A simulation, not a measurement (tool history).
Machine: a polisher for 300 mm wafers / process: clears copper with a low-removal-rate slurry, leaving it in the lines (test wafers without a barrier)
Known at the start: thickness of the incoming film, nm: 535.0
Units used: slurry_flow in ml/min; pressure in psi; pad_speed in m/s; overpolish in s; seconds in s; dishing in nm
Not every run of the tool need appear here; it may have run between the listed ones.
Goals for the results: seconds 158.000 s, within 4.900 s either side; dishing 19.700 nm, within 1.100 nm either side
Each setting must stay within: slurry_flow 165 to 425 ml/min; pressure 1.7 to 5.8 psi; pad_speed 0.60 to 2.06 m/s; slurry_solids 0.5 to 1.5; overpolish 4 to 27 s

Run 1, day 0.000: slurry_flow 275 ml/min, pressure 3.7 psi, pad_speed 1.32 m/s, slurry_solids 1.0, overpolish 14 s. Result: seconds 94.945 s, dishing 26.365 nm.
Run 2, day 0.338: slurry_flow 275 ml/min, pressure 3.1 psi, pad_speed 1.32 m/s, slurry_solids 1.0, overpolish 12 s. Result: seconds 110.370 s, dishing 23.504 nm.
Run 3, day 0.496: slurry_flow 315 ml/min, pressure 3.1 psi, pad_speed 1.32 m/s, slurry_solids 1.0, overpolish 12 s. Result: seconds 113.580 s, dishing 23.791 nm.
Run 4, day 0.854: slurry_flow 265 ml/min, pressure 3.1 psi, pad_speed 1.32 m/s, slurry_solids 1.0, overpolish 12 s. Result: seconds 113.000 s, dishing 23.337 nm.
Run 5, day 1.108: slurry_flow 200 ml/min, pressure 3.1 psi, pad_speed 1.32 m/s, slurry_solids 1.0, overpolish 12 s. Result: seconds 116.260 s, dishing 22.753 nm.
Run 6, day 1.362: slurry_flow 200 ml/min, pressure 3.1 psi, pad_speed 1.32 m/s, slurry_solids 1.2, overpolish 12 s. Result: seconds 112.340 s, dishing 23.547 nm.
Run 7, day 1.467: slurry_flow 200 ml/min, pressure 2.7 psi, pad_speed 1.32 m/s, slurry_solids 1.2, overpolish 11 s. Result: seconds 128.460 s, dishing 20.742 nm.
Run 8, day 1.504: slurry_flow 200 ml/min, pressure 2.5 psi, pad_speed 1.32 m/s, slurry_solids 1.2, overpolish 12 s. Result: seconds 139.460 s, dishing 20.996 nm.
Run 9, day 1.862: slurry_flow 200 ml/min, pressure 2.4 psi, pad_speed 1.32 m/s, slurry_solids 1.2, overpolish 12 s. Result: seconds 144.540 s, dishing 20.664 nm.
Run 10, day 2.112: slurry_flow 200 ml/min, pressure 2.3 psi, pad_speed 1.32 m/s, slurry_solids 1.2, overpolish 12 s. Result: seconds 148.740 s, dishing 19.878 nm.

Which one of the following 4 next-run settings gets every result inside its allowed miss? There is exactly one.
Run A, day 2.362: slurry_flow 260 ml/min, pressure 2.2 psi, pad_speed 1.36 m/s, slurry_solids 1.1, overpolish 13 s. Result: seconds ?, dishing ?.
Run B, day 2.362: slurry_flow 175 ml/min, pressure 2.3 psi, pad_speed 1.40 m/s, slurry_solids 1.2, overpolish 10 s. Result: seconds ?, dishing ?.
Run C, day 2.362: slurry_flow 210 ml/min, pressure 2.0 psi, pad_speed 1.50 m/s, slurry_solids 0.9, overpolish 13 s. Result: seconds ?, dishing ?.
Run D, day 2.362: slurry_flow 270 ml/min, pressure 2.5 psi, pad_speed 1.28 m/s, slurry_solids 1.2, overpolish 12 s. Result: seconds ?, dishing ?.

move  seconds  dishing
   A  148.640   20.490
   B  143.130   18.189
   C  156.250   19.854
   D  137.070   20.662
A: about the same distance from the targets as the last run
B: its largest miss is bigger than the last run's
C: every result within its allowed miss
D: its largest miss is bigger than the last run's
Answer: C
